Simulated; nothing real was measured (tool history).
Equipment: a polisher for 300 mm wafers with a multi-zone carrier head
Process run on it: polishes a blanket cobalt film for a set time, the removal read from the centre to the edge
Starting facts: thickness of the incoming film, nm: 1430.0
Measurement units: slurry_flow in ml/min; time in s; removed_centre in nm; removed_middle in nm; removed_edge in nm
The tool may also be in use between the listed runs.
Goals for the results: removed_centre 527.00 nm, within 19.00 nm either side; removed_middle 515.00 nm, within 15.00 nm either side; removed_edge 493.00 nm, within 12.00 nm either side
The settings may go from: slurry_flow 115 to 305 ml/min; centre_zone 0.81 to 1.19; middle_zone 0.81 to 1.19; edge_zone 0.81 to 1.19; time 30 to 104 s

run    day  slurry_flow  centre_zone  middle_zone  edge_zone  time  removed_centre  removed_middle  removed_edge
  1  0.000          195         1.00         1.00       1.00    67          414.79          437.41        430.30
  2  0.250          235         1.00         1.00       1.00    67          437.55          444.13        443.32
  3  0.367          245         1.02         1.02       1.02    67          438.64          453.93        447.74
  4  0.467          250         1.05         1.03       1.03    68          448.07          469.85        456.37
  5  0.596          250         1.05         1.03       1.03    52          347.86          357.61        349.06
  6  0.625          250         1.05         1.03       1.03    62          410.93          428.51        413.98
  7  0.829          260         1.07         1.03       1.03    64          438.84          443.35        430.75
  8  1.129          265         1.09         1.04       1.04    65          455.05          450.45        438.11
  9  1.229          270         1.10         1.05       1.05    66          462.92          460.99        444.98
 10  1.525          275         1.11         1.06       1.06    67          476.06          476.04        458.49
 11  1.692          280         1.12         1.07       1.07    68          486.22          484.55        466.05
 12  1.883          285         1.13         1.07       1.08    69          495.96          489.22        472.45

Of the 5 settings listed for the next run, only one would bring every result within its allowed miss of target. Which one?
  A  2.075          280         1.15         1.04       1.15    73               ?               ?             ?
  B  2.075          300         1.13         1.04       1.02    73               ?               ?             ?
  C  2.075          290         1.05         1.02       1.18    71               ?               ?             ?
  D  2.075          265         1.09         1.06       1.13    70               ?               ?             ?
  E  2.075          285         1.16         1.06       1.12    73               ?               ?             ?

move  removed_centre  removed_middle  removed_edge
   A          522.81          509.73        517.89
   B          520.07          513.51        490.28
   C          477.14          491.87        512.03
   D          478.45          491.69        489.78
   E          527.38          516.74        511.54
A: the furthest-off result lands on target, but another misses its tolerance
B: every result within its allowed miss
C: misses by more than the last run did
D: misses by more than the last run did
E: the furthest-off result lands on target, but another misses its tolerance
So the answer is move B, the one that meets all the targets.
